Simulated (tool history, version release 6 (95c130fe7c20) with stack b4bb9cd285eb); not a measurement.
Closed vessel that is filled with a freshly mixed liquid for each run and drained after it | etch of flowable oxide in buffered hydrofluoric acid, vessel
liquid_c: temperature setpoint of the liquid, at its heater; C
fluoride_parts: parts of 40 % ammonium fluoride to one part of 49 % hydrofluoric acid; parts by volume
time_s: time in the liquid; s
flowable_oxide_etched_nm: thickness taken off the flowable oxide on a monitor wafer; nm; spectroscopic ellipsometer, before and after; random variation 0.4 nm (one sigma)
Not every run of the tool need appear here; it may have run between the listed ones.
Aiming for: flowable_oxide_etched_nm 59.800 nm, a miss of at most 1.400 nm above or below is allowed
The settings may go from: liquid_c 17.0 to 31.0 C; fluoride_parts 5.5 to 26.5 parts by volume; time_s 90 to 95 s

run 1 hour=0.0 | liquid_c=23.0 fluoride_parts=16.0 time_s=90 | flowable_oxide_etched_nm=104.990
run 2 hour=5.6 | liquid_c=21.5 fluoride_parts=17.0 time_s=90 | flowable_oxide_etched_nm=91.371
run 3 hour=11.6 | liquid_c=21.5 fluoride_parts=13.5 time_s=90 | flowable_oxide_etched_nm=115.530
run 4 hour=17.1 | liquid_c=21.5 fluoride_parts=17.0 time_s=90 | flowable_oxide_etched_nm=92.585
run 5 hour=18.4 | liquid_c=21.5 fluoride_parts=12.5 time_s=90 | flowable_oxide_etched_nm=123.770
run 6 hour=23.0 | liquid_c=22.5 fluoride_parts=12.5 time_s=90 | flowable_oxide_etched_nm=130.160
run 7 hour=24.1 | liquid_c=21.0 fluoride_parts=14.5 time_s=90 | flowable_oxide_etched_nm=102.650
run 8 hour=31.5 | liquid_c=20.0 fluoride_parts=15.5 time_s=90 | flowable_oxide_etched_nm=92.175
run 9 hour=32.3 | liquid_c=19.5 fluoride_parts=16.5 time_s=90 | flowable_oxide_etched_nm=83.665
run 10 hour=35.1 | liquid_c=19.0 fluoride_parts=17.0 time_s=90 | flowable_oxide_etched_nm=80.380
run 11 hour=41.2 | liquid_c=18.5 fluoride_parts=17.5 time_s=90 | flowable_oxide_etched_nm=75.697
run 12 hour=47.5 | liquid_c=18.0 fluoride_parts=18.0 time_s=90 | flowable_oxide_etched_nm=71.194
run 13 hour=52.1 | liquid_c=18.0 fluoride_parts=18.5 time_s=90 | flowable_oxide_etched_nm=68.710
run 14 hour=54.9 | liquid_c=18.0 fluoride_parts=19.0 time_s=90 | flowable_oxide_etched_nm=67.445
run 15 hour=60.5 | liquid_c=18.0 fluoride_parts=19.5 time_s=90 | flowable_oxide_etched_nm=65.219
run 16 hour=62.9 | liquid_c=17.5 fluoride_parts=20.0 time_s=90 | flowable_oxide_etched_nm=62.150

Of the 4 settings listed for the next run, only one would bring every result within its allowed miss of target. Which one?
run A hour=65.3 | liquid_c=18.0 fluoride_parts=19.5 time_s=90 | flowable_oxide_etched_nm=?
run B hour=65.3 | liquid_c=18.5 fluoride_parts=21.5 time_s=90 | flowable_oxide_etched_nm=?
run C hour=65.3 | liquid_c=17.0 fluoride_parts=20.5 time_s=90 | flowable_oxide_etched_nm=?
run D hour=65.3 | liquid_c=17.0 fluoride_parts=19.5 time_s=95 | flowable_oxide_etched_nm=?

move=A flowable_oxide_etched_nm=65.327
move=B flowable_oxide_etched_nm=62.355
move=C flowable_oxide_etched_nm=59.159
move=D flowable_oxide_etched_nm=65.131
A: misses by more than the last run did
B: misses by more than the last run did
C: every result lands within tolerance
D: misses by more than the last run did
C is the move that brings every result within its allowed miss.
